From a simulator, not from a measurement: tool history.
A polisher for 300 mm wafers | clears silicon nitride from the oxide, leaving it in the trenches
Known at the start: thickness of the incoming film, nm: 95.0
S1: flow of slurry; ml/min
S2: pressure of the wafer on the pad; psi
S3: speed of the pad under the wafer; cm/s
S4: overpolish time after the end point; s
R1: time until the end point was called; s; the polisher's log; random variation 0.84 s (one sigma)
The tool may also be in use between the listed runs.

run	hour	S1	S2	S3	S4	R1
1	0	290	2.7	78	9	135.45
2	7.2	290	3	78	9	122.76
3	11.9	290	3.3	78	9	115.75
4	16.2	290	3.5	80	9	109.34
5	20	290	3.5	70	9	117.85
6	21.7	290	3.5	70	8	116.64
7	27.1	290	3.7	74	8	108.2
8	28.5	290	3.8	78	8	103.9
9	32.9	290	3.9	82	8	98.982
10	36.8	290	4	86	8	94.298
11	40.5	290	4	88	8	93.21
12	45.7	290	4	88	8	92.78

Run 13 comes next. What will it give?
13	46.3	290	4	90	8	?

Run 13 gave R1 91.376 s.
